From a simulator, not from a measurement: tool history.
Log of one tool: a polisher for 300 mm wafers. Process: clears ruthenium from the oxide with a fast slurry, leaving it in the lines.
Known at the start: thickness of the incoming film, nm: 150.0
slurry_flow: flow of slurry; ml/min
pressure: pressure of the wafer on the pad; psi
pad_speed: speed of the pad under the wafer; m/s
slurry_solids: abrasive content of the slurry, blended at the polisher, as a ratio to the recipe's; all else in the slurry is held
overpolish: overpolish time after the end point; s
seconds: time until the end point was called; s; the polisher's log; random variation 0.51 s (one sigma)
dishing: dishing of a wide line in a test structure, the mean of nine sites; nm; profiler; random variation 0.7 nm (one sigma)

run    day  slurry_flow  pressure  pad_speed  slurry_solids  overpolish  seconds  dishing
  1      0          185       1.9        0.9              1          14   63.422   27.626
  2  0.179          155       1.9        0.9              1          14   66.679   27.024
  3  0.483          155       1.9        0.9              1          16   67.026   29.859
  4  0.696          155       1.7        0.9              1          16   74.004   27.199
  5  0.754          155       1.7        0.9              1          21   73.968   34.924
  6  0.783          155       1.7       0.78              1          21   84.686   30.446
     1.033  -- head pressure recalibrated
  7  1.033          175         2        0.8              1          21   63.579   40.575
  8  1.296          200       2.1        0.8              1          21    59.54    42.96

Run 9 comes next. What will it give?
  9  1.483          215       2.3        0.8              1          21        ?        ?

seconds: 53.775 s
dishing: 47.033 nm

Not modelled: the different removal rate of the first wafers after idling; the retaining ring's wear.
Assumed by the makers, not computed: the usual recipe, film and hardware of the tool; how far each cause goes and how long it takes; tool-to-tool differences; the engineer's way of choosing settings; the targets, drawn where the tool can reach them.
